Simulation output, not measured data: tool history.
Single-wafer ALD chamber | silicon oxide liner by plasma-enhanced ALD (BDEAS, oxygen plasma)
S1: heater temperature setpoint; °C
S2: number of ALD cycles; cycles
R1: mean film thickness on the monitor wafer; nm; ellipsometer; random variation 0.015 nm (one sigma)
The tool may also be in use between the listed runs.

run 1 day=0 | S1=325 S2=72 | R1=5.9873
run 2 day=0.35 | S1=319 S2=72 | R1=6.0202
run 3 day=0.617 | S1=319 S2=70 | R1=5.8781
run 4 day=0.725 | S1=319 S2=75 | R1=6.2607
run 5 day=0.846 | S1=324 S2=75 | R1=6.2407
run 6 day=1.2 | S1=324 S2=71 | R1=5.8845
run 7 day=1.392 | S1=324 S2=70 | R1=5.8029
run 8 day=1.571 | S1=324 S2=69 | R1=5.7291

The next listed run, before its measurement:
run 9 day=1.671 | S1=324 S2=68 | R1=?

{"run 9": {"R1": 5.6146}}

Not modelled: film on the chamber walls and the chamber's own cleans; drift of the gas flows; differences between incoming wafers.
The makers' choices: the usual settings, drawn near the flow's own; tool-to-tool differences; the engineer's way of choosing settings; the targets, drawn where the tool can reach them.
